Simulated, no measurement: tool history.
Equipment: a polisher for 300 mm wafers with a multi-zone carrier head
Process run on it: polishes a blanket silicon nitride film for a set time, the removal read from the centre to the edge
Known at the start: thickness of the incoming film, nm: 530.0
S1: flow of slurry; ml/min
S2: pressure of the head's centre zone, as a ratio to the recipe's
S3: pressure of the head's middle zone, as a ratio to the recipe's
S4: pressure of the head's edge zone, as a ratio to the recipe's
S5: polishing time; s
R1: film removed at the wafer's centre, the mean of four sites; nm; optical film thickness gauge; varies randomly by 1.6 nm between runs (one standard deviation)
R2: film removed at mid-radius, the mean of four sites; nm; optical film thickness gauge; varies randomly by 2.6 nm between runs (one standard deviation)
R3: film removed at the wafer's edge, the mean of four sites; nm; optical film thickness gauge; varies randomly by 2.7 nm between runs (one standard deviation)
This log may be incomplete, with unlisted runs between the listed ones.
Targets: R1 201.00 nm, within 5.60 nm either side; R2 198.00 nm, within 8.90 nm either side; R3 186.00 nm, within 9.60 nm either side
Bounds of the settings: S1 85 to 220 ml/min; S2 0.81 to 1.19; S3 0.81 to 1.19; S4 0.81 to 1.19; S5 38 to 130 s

run  hour   S1    S2    S3    S4   S5      R1      R2      R3
  1   0.0  140  1.00  1.00  1.00   84  133.61  135.15  130.03
  2   1.6  140  1.08  1.00  1.00   84  143.30  133.13  130.59
  3   9.7  105  1.08  1.00  1.00   84  139.04  128.83  124.96
  4  13.9  120  1.10  1.03  1.03   88  150.24  138.31  134.58
  5  18.9  100  1.10  1.03  1.03   88  145.74  134.91  134.80
  6  22.5  115  1.11  1.06  1.05   92  157.18  149.11  138.55
  7  25.4  120  1.10  1.06  1.07   97  162.44  159.64  155.21
  8  29.7  160  1.19  1.16  1.12  101  194.92  184.06  163.47
  9  31.1  165  1.18  1.16  1.14  102  195.04  187.11  169.25
 10  31.8  165  1.18  1.16  1.14  102  190.74  190.98  168.57

Which one of the following 5 next-run settings gets every result inside its allowed miss? There is exactly one.
  A  32.5  195  1.12  1.19  1.10   97   ?   ?   ?
  B  32.5  165  1.15  1.13  1.14  100   ?   ?   ?
  C  32.5  155  1.14  1.13  1.19  111   ?   ?   ?
  D  32.5  175  1.05  1.12  1.19  110   ?   ?   ?
  E  32.5  135  1.17  1.02  1.19  110   ?   ?   ?

move      R1      R2      R3
   A  178.89  186.87  157.59
   B  185.26  180.71  162.35
   C  202.13  199.10  182.01
   D  187.38  198.72  182.27
   E  201.60  177.77  178.49
A: further off than the last run
B: further off than the last run
C: every result within its allowed miss
D: further off than the last run
E: meets the target for the result that was furthest off, but another lies outside its allowed miss
So the answer is move C, the one that meets all the targets.

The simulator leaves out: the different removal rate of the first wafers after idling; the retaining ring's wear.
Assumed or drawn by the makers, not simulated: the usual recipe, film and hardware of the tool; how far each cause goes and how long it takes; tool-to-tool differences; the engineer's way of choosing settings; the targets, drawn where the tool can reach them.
